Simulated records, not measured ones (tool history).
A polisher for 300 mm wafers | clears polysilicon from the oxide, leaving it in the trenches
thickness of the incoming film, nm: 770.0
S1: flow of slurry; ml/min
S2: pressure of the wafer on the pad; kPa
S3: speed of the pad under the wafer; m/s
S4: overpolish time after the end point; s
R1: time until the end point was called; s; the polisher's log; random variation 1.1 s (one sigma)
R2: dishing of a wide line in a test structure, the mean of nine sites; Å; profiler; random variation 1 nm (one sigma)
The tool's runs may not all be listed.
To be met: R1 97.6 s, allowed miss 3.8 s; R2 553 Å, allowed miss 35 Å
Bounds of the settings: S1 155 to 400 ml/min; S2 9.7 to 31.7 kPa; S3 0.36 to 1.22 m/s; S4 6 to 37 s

run  hour   S1    S2    S3  S4      R1      R2
  1     0  255  20.7  0.78  19  72.995  812.55
  2   6.3  255  19.3  0.78  16  76.845  758.46
  3  10.2  255  15.2  0.78  16  97.511  695.38
  4  15.6  255  15.2  0.88  16  86.671  717.89
  5  16.6  255  14.5   0.9  14  89.877     687
  6  17.1  255  13.8  0.92  12  90.502  655.23
  7  23.5  255  13.8  0.92  12  90.913  632.49
  8  28.7  255  11.7  0.92   6   104.7  375.21
  9  32.9  255  11.7  0.92   7  106.15  423.37
 10  37.8  255  11.7  0.92   8  104.34  457.23
 11  45.2  255  13.1  0.92  17  95.599   727.3
 12  50.1  255  13.1  0.92  16  95.655  685.14
 13  51.7  255  12.4  0.92   7  99.519   434.3
 14    59  255  13.1  0.92  13  95.325  640.34
 15  66.2  255  13.1   0.9  12  96.898     599
       73  -- slurry nozzle cleaned
 16    73  255  13.1   0.9  11  94.889  585.85
 17  79.9  255  12.4   0.9   7  100.46   445.8
 18  85.8  255  12.4   0.9   8  100.26  451.99
 19  87.8  255  12.4   0.9   9  99.599  508.26

Which of these 5 next moves meets every target?
  A  89.8  260  11.7  0.96   8   ?   ?
  B  89.8  230   9.7  1.08   9   ?   ?
  C  89.8  250    11  0.94   7   ?   ?
  D  89.8  270  12.4  0.94  10   ?   ?
  E  89.8  240  13.1  0.86   8   ?   ?

move      R1      R2
   A  102.02  479.36
   B  109.64  493.88
   C  110.44  414.12
   D  98.504  562.31
   E  103.23  475.65
A: further off than the last run
B: further off than the last run
C: further off than the last run
D: meets every target
E: further off than the last run
Answer: D
